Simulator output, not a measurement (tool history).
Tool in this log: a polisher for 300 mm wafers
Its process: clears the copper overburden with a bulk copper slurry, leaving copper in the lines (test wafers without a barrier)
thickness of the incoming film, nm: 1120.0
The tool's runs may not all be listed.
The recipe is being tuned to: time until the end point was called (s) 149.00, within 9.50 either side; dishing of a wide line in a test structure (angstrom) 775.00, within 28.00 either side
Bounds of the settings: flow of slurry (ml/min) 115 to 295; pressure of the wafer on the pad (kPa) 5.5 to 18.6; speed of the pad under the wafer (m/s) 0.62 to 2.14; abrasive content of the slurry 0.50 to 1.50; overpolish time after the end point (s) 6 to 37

run,hour,flow of slurry (ml/min),pressure of the wafer on the pad (kPa),speed of the pad under the wafer (m/s),abrasive content of the slurry,overpolish time after the end point (s),time until the end point was called (s),dishing of a wide line in a test structure (angstrom)
1,0.0,190,11.7,1.38,1.00,19,170.35,532.07
2,8.9,190,14.5,1.38,1.00,19,147.75,605.56
3,12.5,190,12.4,1.38,1.00,19,170.94,548.68
4,21.3,190,11.7,1.38,1.00,19,177.31,534.64
5,27.5,190,11.7,1.14,1.00,19,202.69,494.72
6,32.0,225,11.7,1.14,1.00,19,200.37,493.44
7,38.2,225,13.1,1.14,1.00,22,182.29,580.58
# hour 46.0: head pressure recalibrated
8,46.0,225,14.5,1.14,1.00,23,151.85,659.71

Consider the 5 candidate settings below. Which is the only one whose results all fall within their allowed miss of target?
A,53.8,245,16.5,1.04,0.95,14,?,?
B,53.8,230,15.2,1.12,0.80,19,?,?
C,53.8,260,15.9,1.30,1.10,25,?,?
D,53.8,260,16.5,1.20,0.70,27,?,?
E,53.8,210,16.5,1.02,1.00,31,?,?

move,time until the end point was called (s),dishing of a wide line in a test structure (angstrom)
A,142.20,542.19
B,149.32,622.15
C,120.74,779.71
D,131.10,785.75
E,146.16,793.96
A: the biggest miss grows against the last run
B: the biggest miss grows against the last run
C: meets the target for the result that was furthest off, but another lies outside its allowed miss
D: meets the target for the result that was furthest off, but another lies outside its allowed miss
E: all results land within tolerance of their targets
So the answer is move E, the one that meets all the targets.
